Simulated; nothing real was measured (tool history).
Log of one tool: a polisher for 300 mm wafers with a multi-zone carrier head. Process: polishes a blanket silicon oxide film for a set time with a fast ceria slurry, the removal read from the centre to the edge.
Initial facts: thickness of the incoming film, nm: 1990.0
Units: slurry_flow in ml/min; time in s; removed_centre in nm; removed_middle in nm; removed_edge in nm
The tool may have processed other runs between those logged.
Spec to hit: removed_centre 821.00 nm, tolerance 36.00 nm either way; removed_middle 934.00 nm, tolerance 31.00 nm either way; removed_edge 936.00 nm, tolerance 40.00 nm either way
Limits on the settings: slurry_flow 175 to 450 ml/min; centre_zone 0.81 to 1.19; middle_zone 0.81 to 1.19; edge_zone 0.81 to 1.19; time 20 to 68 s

{"run": 1, "hour": 0.0, "slurry_flow": 290, "centre_zone": 1.0, "middle_zone": 1.0, "edge_zone": 1.0, "time": 44, "removed_centre": 660.87, "removed_middle": 660.13, "removed_edge": 663.96}
{"run": 2, "hour": 8.4, "slurry_flow": 290, "centre_zone": 1.0, "middle_zone": 1.0, "edge_zone": 0.94, "time": 44, "removed_centre": 672.96, "removed_middle": 647.91, "removed_edge": 645.86}
{"run": 3, "hour": 14.0, "slurry_flow": 290, "centre_zone": 0.99, "middle_zone": 1.01, "edge_zone": 0.97, "time": 46, "removed_centre": 681.25, "removed_middle": 697.21, "removed_edge": 706.24}
{"run": 4, "hour": 22.9, "slurry_flow": 325, "centre_zone": 0.99, "middle_zone": 1.01, "edge_zone": 0.97, "time": 46, "removed_centre": 695.56, "removed_middle": 707.44, "removed_edge": 710.98}
{"run": 5, "hour": 28.1, "slurry_flow": 335, "centre_zone": 0.99, "middle_zone": 1.02, "edge_zone": 1.0, "time": 47, "removed_centre": 718.26, "removed_middle": 725.88, "removed_edge": 716.94}
{"run": 6, "hour": 32.2, "slurry_flow": 335, "centre_zone": 0.99, "middle_zone": 0.95, "edge_zone": 1.0, "time": 47, "removed_centre": 698.05, "removed_middle": 694.1, "removed_edge": 712.42}
{"run": 7, "hour": 38.4, "slurry_flow": 335, "centre_zone": 0.99, "middle_zone": 0.95, "edge_zone": 1.0, "time": 47, "removed_centre": 715.0, "removed_middle": 685.94, "removed_edge": 723.29}
{"run": 8, "hour": 42.7, "slurry_flow": 335, "centre_zone": 0.99, "middle_zone": 0.95, "edge_zone": 1.0, "time": 47, "removed_centre": 712.31, "removed_middle": 693.82, "removed_edge": 731.89}
{"run": 9, "hour": 49.3, "slurry_flow": 335, "centre_zone": 0.98, "middle_zone": 0.97, "edge_zone": 1.01, "time": 49, "removed_centre": 731.61, "removed_middle": 738.94, "removed_edge": 757.01}

Exercise: of the 4 proposed moves below, exactly one satisfies all targets within the stated allowed misses. Which move is it?
{"run": "A", "hour": 55.9, "slurry_flow": 340, "centre_zone": 1.01, "middle_zone": 1.02, "edge_zone": 1.0, "time": 60, "removed_centre": "?", "removed_middle": "?", "removed_edge": "?"}
{"run": "B", "hour": 55.9, "slurry_flow": 300, "centre_zone": 0.95, "middle_zone": 0.92, "edge_zone": 1.04, "time": 62, "removed_centre": "?", "removed_middle": "?", "removed_edge": "?"}
{"run": "C", "hour": 55.9, "slurry_flow": 240, "centre_zone": 0.93, "middle_zone": 1.07, "edge_zone": 1.08, "time": 60, "removed_centre": "?", "removed_middle": "?", "removed_edge": "?"}
{"run": "D", "hour": 55.9, "slurry_flow": 340, "centre_zone": 0.81, "middle_zone": 1.06, "edge_zone": 1.06, "time": 58, "removed_centre": "?", "removed_middle": "?", "removed_edge": "?"}

move=A removed_centre=928.79 removed_middle=920.44 removed_edge=934.97
move=B removed_centre=889.90 removed_middle=862.09 removed_edge=977.15
move=C removed_centre=820.16 removed_middle=923.73 removed_edge=943.14
move=D removed_centre=718.90 removed_middle=920.20 removed_edge=929.47
A: brings the result that was furthest off to its target, and leaves another outside
B: moves toward the targets from the last run without getting all of them in spec
C: all results in spec
D: brings the result that was furthest off to its target, and leaves another outside
The move that meets every target is C.
